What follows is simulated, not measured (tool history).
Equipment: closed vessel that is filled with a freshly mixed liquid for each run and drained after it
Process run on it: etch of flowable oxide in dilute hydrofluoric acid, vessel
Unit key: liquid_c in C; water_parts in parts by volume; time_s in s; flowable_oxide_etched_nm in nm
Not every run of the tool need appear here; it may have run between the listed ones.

run	hour	liquid_c	water_parts	time_s	flowable_oxide_etched_nm
1	0	21	175	40	7.3212
2	6.9	20	185	40	6.6169
3	10.4	23	185	40	7.4821
4	15.4	22	195	40	6.7053
5	22.2	21	200	40	6.3069
6	28.7	18	200	40	5.6655
7	36.6	18	205	40	5.3858
# hour 45: hydrofluoric acid flow meter replaced
8	45	17	225	40	4.3153

What will run 9 give?
9	51.7	17.5	225	40	?

flowable_oxide_etched_nm: 4.3731 nm

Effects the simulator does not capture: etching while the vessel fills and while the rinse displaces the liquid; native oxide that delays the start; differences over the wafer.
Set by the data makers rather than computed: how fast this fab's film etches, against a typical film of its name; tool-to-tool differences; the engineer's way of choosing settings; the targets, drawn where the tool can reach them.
